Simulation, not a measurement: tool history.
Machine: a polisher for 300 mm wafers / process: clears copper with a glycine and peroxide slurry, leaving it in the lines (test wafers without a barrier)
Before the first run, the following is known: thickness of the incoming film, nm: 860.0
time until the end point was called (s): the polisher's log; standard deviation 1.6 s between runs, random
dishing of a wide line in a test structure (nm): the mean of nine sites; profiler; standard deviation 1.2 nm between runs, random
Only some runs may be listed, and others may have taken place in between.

run	hour	flow of slurry (ml/min)	pressure of the wafer on the pad (psi)	speed of the pad under the wafer (m/s)	overpolish time after the end point (s)	time until the end point was called (s)	dishing of a wide line in a test structure (nm)
1	0	240	3.2	1.26	15	108.6	73.005
2	8.1	240	3.4	1.28	14	104.56	71.458
3	12.7	240	3.7	1.3	14	94.601	76.243
4	21.5	240	3.8	1.3	14	93.18	78.003
5	24.7	240	3.8	1.08	14	108.13	70.972
6	28.3	240	4.1	1.1	14	99.69	76.721

Run 7 comes next. What will it give?
7	29.1	240	4.3	1.12	13	?	?

Logged for run 7: time until the end point was called (s) 95.13, dishing of a wide line in a test structure (nm) 74.551.
